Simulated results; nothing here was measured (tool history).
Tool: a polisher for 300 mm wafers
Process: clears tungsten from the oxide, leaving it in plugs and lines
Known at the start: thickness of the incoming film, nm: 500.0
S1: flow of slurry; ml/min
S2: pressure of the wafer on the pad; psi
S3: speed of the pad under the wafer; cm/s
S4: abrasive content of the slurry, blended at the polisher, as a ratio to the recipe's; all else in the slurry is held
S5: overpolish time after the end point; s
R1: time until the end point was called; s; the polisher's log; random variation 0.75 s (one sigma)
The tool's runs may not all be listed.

| run | hour | S1 | S2 | S3 | S4 | S5 | R1 |
|---|---|---|---|---|---|---|---|
| 1 | 0.0 | 165 | 3.3 | 92 | 1.0 | 6 | 132.65 |
| 2 | 7.5 | 165 | 3.7 | 92 | 1.0 | 6 | 119.05 |
| 3 | 13.8 | 165 | 3.7 | 92 | 0.8 | 6 | 122.37 |
| 4 | 14.5 | 165 | 3.7 | 92 | 0.8 | 6 | 123.05 |
| 5 | 21.3 | 170 | 3.9 | 92 | 0.8 | 6 | 116.77 |
| 6 | 27.1 | 170 | 4.1 | 92 | 0.8 | 6 | 111.60 |

Forecast run 7:
| 7 | 31.6 | 170 | 4.1 | 92 | 0.8 | 6 | ? |

Run 7 gave R1 110.53 s.

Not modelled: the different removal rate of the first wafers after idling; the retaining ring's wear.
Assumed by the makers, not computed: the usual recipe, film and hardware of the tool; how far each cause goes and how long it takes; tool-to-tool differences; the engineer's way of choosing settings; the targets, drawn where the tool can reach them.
